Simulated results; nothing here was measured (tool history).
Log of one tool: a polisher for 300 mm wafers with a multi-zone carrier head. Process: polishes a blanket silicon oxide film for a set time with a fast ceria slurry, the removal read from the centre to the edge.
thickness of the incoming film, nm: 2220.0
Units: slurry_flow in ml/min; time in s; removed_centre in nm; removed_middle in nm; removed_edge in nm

run 1 day=0.000 | slurry_flow=300 centre_zone=1.00 middle_zone=1.00 edge_zone=1.00 time=46 | removed_centre=731.47 removed_middle=735.05 removed_edge=732.11
run 2 day=0.054 | slurry_flow=300 centre_zone=1.00 middle_zone=1.00 edge_zone=1.08 time=46 | removed_centre=732.77 removed_middle=732.94 removed_edge=765.80
run 3 day=0.138 | slurry_flow=300 centre_zone=1.00 middle_zone=0.98 edge_zone=1.05 time=43 | removed_centre=677.89 removed_middle=682.25 removed_edge=704.17
run 4 day=0.358 | slurry_flow=295 centre_zone=1.01 middle_zone=0.96 edge_zone=1.02 time=40 | removed_centre=642.68 removed_middle=630.66 removed_edge=641.02
run 5 day=0.642 | slurry_flow=295 centre_zone=1.01 middle_zone=0.93 edge_zone=1.02 time=40 | removed_centre=637.73 removed_middle=605.38 removed_edge=631.18
run 6 day=0.758 | slurry_flow=290 centre_zone=1.00 middle_zone=0.91 edge_zone=1.00 time=38 | removed_centre=600.30 removed_middle=564.78 removed_edge=603.94
run 7 day=0.858 | slurry_flow=295 centre_zone=1.00 middle_zone=0.90 edge_zone=0.98 time=36 | removed_centre=566.80 removed_middle=527.94 removed_edge=566.15
run 8 day=1.171 | slurry_flow=295 centre_zone=1.00 middle_zone=0.90 edge_zone=0.96 time=35 | removed_centre=550.30 removed_middle=511.43 removed_edge=549.98
run 9 day=1.438 | slurry_flow=290 centre_zone=1.01 middle_zone=0.91 edge_zone=0.94 time=34 | removed_centre=534.25 removed_middle=500.89 removed_edge=526.01
run 10 day=1.488 | slurry_flow=285 centre_zone=1.01 middle_zone=0.91 edge_zone=0.92 time=33 | removed_centre=527.27 removed_middle=485.45 removed_edge=502.79
run 11 day=1.717 | slurry_flow=275 centre_zone=1.01 middle_zone=0.91 edge_zone=0.90 time=32 | removed_centre=503.27 removed_middle=468.27 removed_edge=492.02
run 12 day=1.825 | slurry_flow=290 centre_zone=1.01 middle_zone=0.91 edge_zone=0.89 time=31 | removed_centre=497.33 removed_middle=462.57 removed_edge=470.87
run 13 day=1.883 | slurry_flow=300 centre_zone=1.01 middle_zone=0.90 edge_zone=0.88 time=30 | removed_centre=480.31 removed_middle=436.47 removed_edge=445.99

Forecast run 14:
run 14 day=1.958 | slurry_flow=315 centre_zone=0.96 middle_zone=0.87 edge_zone=0.81 time=28 | removed_centre=? removed_middle=? removed_edge=?

removed_centre: 427.06 nm
removed_middle: 404.82 nm
removed_edge: 408.04 nm
